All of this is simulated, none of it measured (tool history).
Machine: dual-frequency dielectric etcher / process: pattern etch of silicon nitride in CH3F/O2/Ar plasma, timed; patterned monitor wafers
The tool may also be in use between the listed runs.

run	hour	source power (kW)	bias power (kW)	etch time (s)	mean etch depth across the wafer (nm)
1	0.0	0.460	0.074	43.5	31.438
2	5.6	0.430	0.071	43.0	29.464
3	13.9	0.430	0.071	39.5	27.186
4	18.2	0.430	0.078	39.5	28.114
5	23.0	0.430	0.069	39.5	26.709
6	25.0	0.430	0.069	39.5	26.806
7	30.2	0.420	0.069	39.5	26.500
8	36.1	0.340	0.065	39.5	23.009

Estimate the outcome of run 9 from the log above:
9	38.6	0.350	0.065	39.5	?

mean etch depth across the wafer (nm): 23.250
